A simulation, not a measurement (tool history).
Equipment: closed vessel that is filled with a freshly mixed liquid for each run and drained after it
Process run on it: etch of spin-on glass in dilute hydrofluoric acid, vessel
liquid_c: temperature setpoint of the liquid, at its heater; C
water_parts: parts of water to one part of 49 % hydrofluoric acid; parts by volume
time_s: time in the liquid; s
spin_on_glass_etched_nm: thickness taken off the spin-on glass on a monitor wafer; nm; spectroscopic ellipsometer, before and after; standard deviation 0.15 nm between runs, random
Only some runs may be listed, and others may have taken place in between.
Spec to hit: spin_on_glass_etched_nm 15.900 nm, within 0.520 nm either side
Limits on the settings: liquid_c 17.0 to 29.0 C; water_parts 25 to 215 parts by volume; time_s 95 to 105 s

Run 1, hour 0.0: liquid_c 21.0 C, water_parts 120 parts by volume, time_s 95 s. Result: spin_on_glass_etched_nm 18.353 nm.
Run 2, hour 1.6: liquid_c 21.0 C, water_parts 160 parts by volume, time_s 95 s. Result: spin_on_glass_etched_nm 13.232 nm.
Run 3, hour 7.6: liquid_c 21.5 C, water_parts 160 parts by volume, time_s 95 s. Result: spin_on_glass_etched_nm 13.616 nm.
Run 4, hour 14.9: liquid_c 18.0 C, water_parts 160 parts by volume, time_s 95 s. Result: spin_on_glass_etched_nm 11.695 nm.
Run 5, hour 19.7: liquid_c 18.0 C, water_parts 160 parts by volume, time_s 95 s. Result: spin_on_glass_etched_nm 11.979 nm.
Run 6, hour 22.3: liquid_c 19.0 C, water_parts 160 parts by volume, time_s 95 s. Result: spin_on_glass_etched_nm 12.306 nm.
Run 7, hour 28.0: liquid_c 20.0 C, water_parts 160 parts by volume, time_s 95 s. Result: spin_on_glass_etched_nm 12.941 nm.
Run 8, hour 30.4: liquid_c 20.5 C, water_parts 160 parts by volume, time_s 95 s. Result: spin_on_glass_etched_nm 13.105 nm.
Run 9, hour 38.3: liquid_c 21.0 C, water_parts 160 parts by volume, time_s 95 s. Result: spin_on_glass_etched_nm 13.140 nm.
Run 10, hour 44.5: liquid_c 22.0 C, water_parts 160 parts by volume, time_s 95 s. Result: spin_on_glass_etched_nm 13.842 nm.

Of the 4 settings listed for the next run, only one would bring every result within its allowed miss of target. Which one?
Run A, hour 50.7: liquid_c 21.0 C, water_parts 155 parts by volume, time_s 100 s. Result: spin_on_glass_etched_nm ?.
Run B, hour 50.7: liquid_c 22.5 C, water_parts 190 parts by volume, time_s 95 s. Result: spin_on_glass_etched_nm ?.
Run C, hour 50.7: liquid_c 22.0 C, water_parts 140 parts by volume, time_s 95 s. Result: spin_on_glass_etched_nm ?.
Run D, hour 50.7: liquid_c 27.5 C, water_parts 210 parts by volume, time_s 100 s. Result: spin_on_glass_etched_nm ?.

move  spin_on_glass_etched_nm
   A                   14.672
   B                   11.611
   C                   16.312
   D                   12.987
A: moves toward the targets from the last run without getting all of them in spec
B: moves away from the targets compared with the last run
C: each result inside its tolerance
D: moves away from the targets compared with the last run
Move C is the one to make.
